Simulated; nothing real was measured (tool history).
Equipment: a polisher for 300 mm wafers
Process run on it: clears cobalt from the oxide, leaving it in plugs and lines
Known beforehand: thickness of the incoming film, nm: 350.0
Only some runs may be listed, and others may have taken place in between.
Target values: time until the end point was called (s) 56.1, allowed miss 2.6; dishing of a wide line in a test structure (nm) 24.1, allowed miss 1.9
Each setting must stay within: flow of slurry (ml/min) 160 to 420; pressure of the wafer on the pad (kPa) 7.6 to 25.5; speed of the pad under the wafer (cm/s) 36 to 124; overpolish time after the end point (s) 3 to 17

run  hour  flow of slurry (ml/min)  pressure of the wafer on the pad (kPa)  speed of the pad under the wafer (cm/s)  overpolish time after the end point (s)  time until the end point was called (s)  dishing of a wide line in a test structure (nm)
  1     0                      270                                    16.5                                       80                                        9                                   69.614                                           21.379
  2   6.7                      270                                    16.5                                       80                                        6                                   71.256                                            16.94
  3  14.6                      270                                    17.2                                       80                                        7                                   67.879                                           18.792
  4  17.7                      270                                    17.9                                       80                                        8                                   65.601                                           19.727
  5  19.6                      270                                    17.9                                       72                                        8                                   70.931                                            18.65
  6  27.7                      235                                    17.9                                       72                                        8                                    73.29                                           19.247
  7  30.9                      235                                    17.9                                       72                                        8                                   74.543                                           19.359
  8  39.5                      250                                    18.6                                       72                                        9                                   71.505                                           20.597
  9  45.6                      250                                    18.6                                       72                                        9                                   70.392                                           20.518
 10  48.1                      260                                    19.3                                       72                                       10                                   66.347                                           21.797

Which of these 5 next moves meets every target?
  A  50.6                      270                                    22.1                                       78                                        6                                        ?                                                ?
  B  50.6                      365                                    24.1                                       70                                        6                                        ?                                                ?
  C  50.6                      285                                    24.8                                       68                                        6                                        ?                                                ?
  D  50.6                      175                                    15.2                                       76                                       13                                        ?                                                ?
  E  50.6                      250                                    22.8                                       74                                       12                                        ?                                                ?

move  time until the end point was called (s)  dishing of a wide line in a test structure (nm)
   A                                    55.67                                           19.325
   B                                    55.07                                           19.418
   C                                   56.325                                           19.228
   D                                   87.409                                           21.868
   E                                   57.347                                           23.616
A: puts the biggest miss on target and leaves a different result outside tolerance
B: puts the biggest miss on target and leaves a different result outside tolerance
C: puts the biggest miss on target and leaves a different result outside tolerance
D: misses by more than the last run did
E: meets every target
Go with E: it meets all targets.
